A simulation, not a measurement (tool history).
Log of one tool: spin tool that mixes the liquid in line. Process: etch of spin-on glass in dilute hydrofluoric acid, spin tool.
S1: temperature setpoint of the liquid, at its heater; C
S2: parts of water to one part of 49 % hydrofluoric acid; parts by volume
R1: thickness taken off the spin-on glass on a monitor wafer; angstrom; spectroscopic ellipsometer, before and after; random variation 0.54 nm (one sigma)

{"run": 1, "hour": 0.0, "S1": 23.0, "S2": 85, "time under the liquid (s)": 95, "R1": 326.05}
{"run": 2, "hour": 4.9, "S1": 25.0, "S2": 85, "time under the liquid (s)": 95, "R1": 349.92}
{"run": 3, "hour": 7.3, "S1": 26.5, "S2": 80, "time under the liquid (s)": 95, "R1": 401.52}
{"run": 4, "hour": 15.1, "S1": 27.5, "S2": 75, "time under the liquid (s)": 95, "R1": 446.39}
{"run": 5, "hour": 21.1, "S1": 25.5, "S2": 75, "time under the liquid (s)": 95, "R1": 410.45}
{"run": 6, "hour": 23.7, "S1": 24.0, "S2": 75, "time under the liquid (s)": 95, "R1": 393.8}

Forecast run 7:
{"run": 7, "hour": 29.6, "S1": 25.5, "S2": 70, "time under the liquid (s)": 95, "R1": "?"}

R1: 448.81 angstrom

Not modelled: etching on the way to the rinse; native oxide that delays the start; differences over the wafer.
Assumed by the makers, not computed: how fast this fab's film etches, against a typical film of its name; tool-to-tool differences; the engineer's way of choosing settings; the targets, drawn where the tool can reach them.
